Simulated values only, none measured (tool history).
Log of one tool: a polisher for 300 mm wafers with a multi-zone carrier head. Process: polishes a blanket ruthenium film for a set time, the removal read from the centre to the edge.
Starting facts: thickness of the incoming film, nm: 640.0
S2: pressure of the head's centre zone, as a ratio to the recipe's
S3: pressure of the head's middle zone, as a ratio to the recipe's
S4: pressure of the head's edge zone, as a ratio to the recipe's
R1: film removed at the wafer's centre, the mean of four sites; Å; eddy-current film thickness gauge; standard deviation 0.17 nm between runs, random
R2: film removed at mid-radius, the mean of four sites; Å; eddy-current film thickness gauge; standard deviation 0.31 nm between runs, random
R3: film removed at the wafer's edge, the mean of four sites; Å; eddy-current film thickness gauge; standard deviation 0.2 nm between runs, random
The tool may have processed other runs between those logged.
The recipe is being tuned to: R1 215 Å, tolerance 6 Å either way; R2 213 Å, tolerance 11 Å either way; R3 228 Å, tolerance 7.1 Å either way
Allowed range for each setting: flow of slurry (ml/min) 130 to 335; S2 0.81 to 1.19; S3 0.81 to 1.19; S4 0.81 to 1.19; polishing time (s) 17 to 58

run 1 hour=0 | flow_of_slurry_(ml/min)=215 S2=1 S3=1 S4=1 polishing_time_(s)=37 | R1=290.48 R2=284 R3=283.02
run 2 hour=7.5 | flow_of_slurry_(ml/min)=215 S2=1 S3=1 S4=0.96 polishing_time_(s)=37 | R1=290.29 R2=285.67 R3=279.22
run 3 hour=14.9 | flow_of_slurry_(ml/min)=210 S2=0.98 S3=0.97 S4=0.95 polishing_time_(s)=36 | R1=278.02 R2=262.58 R3=275.27
run 4 hour=19.8 | flow_of_slurry_(ml/min)=205 S2=0.97 S3=0.97 S4=0.94 polishing_time_(s)=34 | R1=258.94 R2=253.07 R3=257.05
run 5 hour=24.1 | flow_of_slurry_(ml/min)=205 S2=0.97 S3=0.97 S4=1 polishing_time_(s)=34 | R1=257.89 R2=250.72 R3=263.9
run 6 hour=25.8 | flow_of_slurry_(ml/min)=155 S2=0.97 S3=0.97 S4=1 polishing_time_(s)=34 | R1=244.64 R2=246.26 R3=255.1
run 7 hour=31.3 | flow_of_slurry_(ml/min)=155 S2=0.96 S3=0.96 S4=0.98 polishing_time_(s)=33 | R1=237.05 R2=240.17 R3=244.4
run 8 hour=39.6 | flow_of_slurry_(ml/min)=155 S2=0.95 S3=0.95 S4=0.97 polishing_time_(s)=33 | R1=233.79 R2=238.02 R3=242.14
run 9 hour=48.3 | flow_of_slurry_(ml/min)=155 S2=0.94 S3=0.93 S4=0.96 polishing_time_(s)=33 | R1=233.5 R2=228.93 R3=242.4

4 candidate next runs follow, results not yet known. Just one meets every target within its allowed miss. Identify it.
run A hour=57 | flow_of_slurry_(ml/min)=135 S2=0.92 S3=0.9 S4=0.91 polishing_time_(s)=32 | R1=? R2=? R3=?
run B hour=57 | flow_of_slurry_(ml/min)=135 S2=1.03 S3=0.94 S4=0.9 polishing_time_(s)=35 | R1=? R2=? R3=?
run C hour=57 | flow_of_slurry_(ml/min)=200 S2=0.98 S3=0.95 S4=0.85 polishing_time_(s)=36 | R1=? R2=? R3=?
run D hour=57 | flow_of_slurry_(ml/min)=180 S2=1.08 S3=0.82 S4=0.86 polishing_time_(s)=31 | R1=? R2=? R3=?

move=A R1=216.98 R2=212.51 R3=233.46
move=B R1=266.01 R2=240.87 R3=254.11
move=C R1=275.4 R2=262.92 R3=265.17
move=D R1=257.68 R2=197.87 R3=227.66
A: hits every target within its allowed miss
B: moves away from the targets compared with the last run
C: moves away from the targets compared with the last run
D: moves away from the targets compared with the last run
The move that meets every target is A.
